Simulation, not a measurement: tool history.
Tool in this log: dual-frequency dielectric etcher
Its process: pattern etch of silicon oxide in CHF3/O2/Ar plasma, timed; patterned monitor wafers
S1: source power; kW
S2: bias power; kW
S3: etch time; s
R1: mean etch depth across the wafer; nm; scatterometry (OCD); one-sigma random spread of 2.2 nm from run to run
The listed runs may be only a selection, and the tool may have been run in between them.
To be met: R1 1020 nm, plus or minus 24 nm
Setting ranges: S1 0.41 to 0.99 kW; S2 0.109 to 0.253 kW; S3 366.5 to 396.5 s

Run 1, hour 0: S1 0.7 kW, S2 0.181 kW, S3 396.5 s. Result: R1 854.03 nm.
Run 2, hour 2.7: S1 0.75 kW, S2 0.181 kW, S3 396.5 s. Result: R1 894.05 nm.
Run 3, hour 11.6: S1 0.75 kW, S2 0.204 kW, S3 396.5 s. Result: R1 920.62 nm.
Run 4, hour 14.2: S1 0.75 kW, S2 0.183 kW, S3 396.5 s. Result: R1 899.29 nm.
Run 5, hour 15.8: S1 0.77 kW, S2 0.184 kW, S3 396.5 s. Result: R1 910.28 nm.
Run 6, hour 18: S1 0.79 kW, S2 0.185 kW, S3 396.5 s. Result: R1 930.85 nm.
Run 7, hour 23.8: S1 0.8 kW, S2 0.186 kW, S3 396.5 s. Result: R1 934.72 nm.
Run 8, hour 27.3: S1 0.81 kW, S2 0.187 kW, S3 396.5 s. Result: R1 947.55 nm.
Run 9, hour 30.2: S1 0.82 kW, S2 0.188 kW, S3 396.5 s. Result: R1 950.07 nm.
Run 10, hour 38.6: S1 0.83 kW, S2 0.189 kW, S3 396.5 s. Result: R1 961.5 nm.

4 next moves are on the table. One of them brings every result within its allowed miss. Which?
Run A, hour 47: S1 0.85 kW, S2 0.192 kW, S3 380 s. Result: R1 ?.
Run B, hour 47: S1 0.76 kW, S2 0.163 kW, S3 396.5 s. Result: R1 ?.
Run C, hour 47: S1 0.86 kW, S2 0.185 kW, S3 376 s. Result: R1 ?.
Run D, hour 47: S1 0.91 kW, S2 0.209 kW, S3 386 s. Result: R1 ?.

move      R1
   A  940.76
   B  881.55
   C  927.61
   D  1015.3
A: its largest miss is bigger than the last run's
B: its largest miss is bigger than the last run's
C: its largest miss is bigger than the last run's
D: all results land within tolerance of their targets
The move that meets every target is D.
